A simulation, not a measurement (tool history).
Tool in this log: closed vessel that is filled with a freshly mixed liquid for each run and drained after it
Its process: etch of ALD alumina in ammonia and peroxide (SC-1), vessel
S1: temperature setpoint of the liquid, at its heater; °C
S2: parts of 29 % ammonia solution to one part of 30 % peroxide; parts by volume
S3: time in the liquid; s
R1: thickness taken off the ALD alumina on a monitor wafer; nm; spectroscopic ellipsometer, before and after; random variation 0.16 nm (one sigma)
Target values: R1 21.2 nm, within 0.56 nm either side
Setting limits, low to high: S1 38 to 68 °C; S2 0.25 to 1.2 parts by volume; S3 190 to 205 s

| run | hour | S1 | S2 | S3 | R1 |
|---|---|---|---|---|---|
| 1 | 0 | 52 | 0.95 | 190 | 13.408 |
| 2 | 1.7 | 53.5 | 0.95 | 190 | 14.52 |
| 3 | 7.1 | 53.5 | 0.95 | 205 | 15.9 |
| 4 | 11.5 | 47.5 | 0.95 | 205 | 11.222 |
| 5 | 19.3 | 49.5 | 0.95 | 205 | 12.623 |
| 6 | 23.8 | 49.5 | 1.2 | 205 | 12.697 |
| 7 | 30.3 | 57.5 | 1.2 | 205 | 19.772 |
| 8 | 37.2 | 58 | 1.2 | 205 | 20.144 |
| 9 | 43.9 | 58 | 1.2 | 205 | 20.432 |

Which one of the following 4 next-run settings gets every result inside its allowed miss? There is exactly one.
| A | 50.6 | 59.5 | 1.2 | 205 | ? |
| B | 50.6 | 57.5 | 1.1 | 205 | ? |
| C | 50.6 | 60.5 | 1.2 | 190 | ? |
| D | 50.6 | 58.5 | 1.2 | 190 | ? |

| move | R1 |
|---|---|
| A | 22.163 |
| B | 19.816 |
| C | 21.623 |
| D | 19.507 |
A: moves the result that the last run missed by most past its target, out the other side
B: moves away from the targets compared with the last run
C: hits every target within its allowed miss
D: moves away from the targets compared with the last run
Move C is the one to make.
